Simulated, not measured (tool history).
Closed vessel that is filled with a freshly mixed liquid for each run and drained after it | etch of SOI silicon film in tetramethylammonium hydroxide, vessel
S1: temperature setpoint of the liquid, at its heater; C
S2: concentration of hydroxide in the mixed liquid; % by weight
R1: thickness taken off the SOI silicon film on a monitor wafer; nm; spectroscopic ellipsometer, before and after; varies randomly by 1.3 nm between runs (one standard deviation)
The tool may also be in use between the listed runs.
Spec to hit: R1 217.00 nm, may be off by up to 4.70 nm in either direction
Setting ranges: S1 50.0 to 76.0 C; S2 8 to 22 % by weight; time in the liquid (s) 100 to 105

Run 1, hour 0.0: S1 63.0 C, S2 15 % by weight, time in the liquid (s) 100. Result: R1 370.24 nm.
Run 2, hour 0.7: S1 63.0 C, S2 15 % by weight, time in the liquid (s) 105. Result: R1 388.38 nm.
Run 3, hour 4.4: S1 63.0 C, S2 17 % by weight, time in the liquid (s) 105. Result: R1 370.79 nm.
Run 4, hour 7.5: S1 67.0 C, S2 17 % by weight, time in the liquid (s) 105. Result: R1 470.04 nm.
Run 5, hour 13.4: S1 63.5 C, S2 17 % by weight, time in the liquid (s) 105. Result: R1 384.58 nm.
Run 6, hour 16.5: S1 61.0 C, S2 17 % by weight, time in the liquid (s) 105. Result: R1 329.44 nm.
Run 7, hour 18.8: S1 59.0 C, S2 17 % by weight, time in the liquid (s) 105. Result: R1 293.03 nm.
Run 8, hour 24.3: S1 57.5 C, S2 17 % by weight, time in the liquid (s) 105. Result: R1 262.50 nm.
Run 9, hour 26.1: S1 56.5 C, S2 17 % by weight, time in the liquid (s) 105. Result: R1 245.72 nm.
Run 10, hour 27.9: S1 56.0 C, S2 17 % by weight, time in the liquid (s) 105. Result: R1 238.26 nm.
Run 11, hour 29.8: S1 55.5 C, S2 17 % by weight, time in the liquid (s) 105. Result: R1 232.05 nm.
Run 12, hour 33.7: S1 55.0 C, S2 17 % by weight, time in the liquid (s) 105. Result: R1 226.29 nm.

Exactly one of the 5 candidate moves below puts every result within its allowed miss. Which one?
Run A, hour 37.6: S1 56.0 C, S2 17 % by weight, time in the liquid (s) 105. Result: R1 ?.
Run B, hour 37.6: S1 57.0 C, S2 19 % by weight, time in the liquid (s) 100. Result: R1 ?.
Run C, hour 37.6: S1 56.5 C, S2 18 % by weight, time in the liquid (s) 105. Result: R1 ?.
Run D, hour 37.6: S1 56.0 C, S2 19 % by weight, time in the liquid (s) 105. Result: R1 ?.
Run E, hour 37.6: S1 56.5 C, S2 20 % by weight, time in the liquid (s) 100. Result: R1 ?.

move      R1
   A  236.91
   B  229.98
   C  239.25
   D  226.49
   E  217.61
A: lands further from the targets than the last run did
B: lands further from the targets than the last run did
C: lands further from the targets than the last run did
D: about as far from the targets as the last run
E: each result inside its tolerance
E meets every target.

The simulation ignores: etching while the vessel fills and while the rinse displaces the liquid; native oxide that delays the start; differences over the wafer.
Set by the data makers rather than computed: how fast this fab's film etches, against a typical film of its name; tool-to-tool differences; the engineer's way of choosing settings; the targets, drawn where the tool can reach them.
